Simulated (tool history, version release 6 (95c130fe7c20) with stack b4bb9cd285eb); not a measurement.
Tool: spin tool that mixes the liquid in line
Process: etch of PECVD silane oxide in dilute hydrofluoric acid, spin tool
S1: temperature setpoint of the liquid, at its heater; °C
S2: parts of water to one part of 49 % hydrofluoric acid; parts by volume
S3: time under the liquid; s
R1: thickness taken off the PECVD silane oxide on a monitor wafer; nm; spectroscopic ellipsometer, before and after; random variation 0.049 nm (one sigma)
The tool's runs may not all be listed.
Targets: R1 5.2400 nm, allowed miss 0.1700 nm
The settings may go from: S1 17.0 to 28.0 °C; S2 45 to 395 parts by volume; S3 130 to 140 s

run 1 hour=0.0 | S1=20.0 S2=220 S3=130 | R1=9.3664
run 2 hour=3.5 | S1=20.0 S2=220 S3=140 | R1=10.2550
run 3 hour=10.5 | S1=20.0 S2=220 S3=140 | R1=10.1010
run 4 hour=13.2 | S1=20.0 S2=295 S3=140 | R1=7.1641
run 5 hour=17.9 | S1=19.5 S2=300 S3=140 | R1=6.9711
run 6 hour=21.4 | S1=19.5 S2=305 S3=140 | R1=6.6558
run 7 hour=28.0 | S1=19.5 S2=310 S3=140 | R1=6.6395
run 8 hour=29.6 | S1=19.5 S2=315 S3=140 | R1=6.4807

5 next moves are on the table. One of them brings every result within its allowed miss. Which?
run A hour=31.2 | S1=20.5 S2=355 S3=130 | R1=?
run B hour=31.2 | S1=19.0 S2=340 S3=140 | R1=?
run C hour=31.2 | S1=21.5 S2=280 S3=140 | R1=?
run D hour=31.2 | S1=18.5 S2=385 S3=130 | R1=?
run E hour=31.2 | S1=19.5 S2=320 S3=130 | R1=?

move=A R1=5.3594
move=B R1=5.7855
move=C R1=8.1131
move=D R1=4.4896
move=E R1=5.9130
A: meets every target
B: nearer than the last run, and not there yet
C: further off than the last run
D: takes the result that was furthest off past its target
E: nearer than the last run, and not there yet
The right move is A.
